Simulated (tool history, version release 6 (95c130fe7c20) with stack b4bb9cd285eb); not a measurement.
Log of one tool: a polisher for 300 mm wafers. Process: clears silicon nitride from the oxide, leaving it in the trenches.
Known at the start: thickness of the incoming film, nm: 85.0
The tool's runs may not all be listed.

run  hour  flow of slurry (ml/min)  pressure of the wafer on the pad (kPa)  speed of the pad under the wafer (cm/s)  overpolish time after the end point (s)  time until the end point was called (s)
  1   0.0                      200                                    15.9                                      104                                       14                                   95.538
  2   3.9                      200                                    15.2                                      104                                       14                                   99.882
  3   7.5                      200                                    17.9                                      104                                       14                                   84.339
  4  12.7                      200                                    16.5                                      104                                       14                                   89.755
  5  15.8                      200                                    15.9                                      104                                       14                                   94.563
  6  24.3                      200                                    15.2                                      104                                       14                                   99.946

Run 7 comes next. What will it give?
  7  26.3                      200                                    14.5                                      104                                       14                                        ?

Run 7 gave time until the end point was called (s) 104.780.

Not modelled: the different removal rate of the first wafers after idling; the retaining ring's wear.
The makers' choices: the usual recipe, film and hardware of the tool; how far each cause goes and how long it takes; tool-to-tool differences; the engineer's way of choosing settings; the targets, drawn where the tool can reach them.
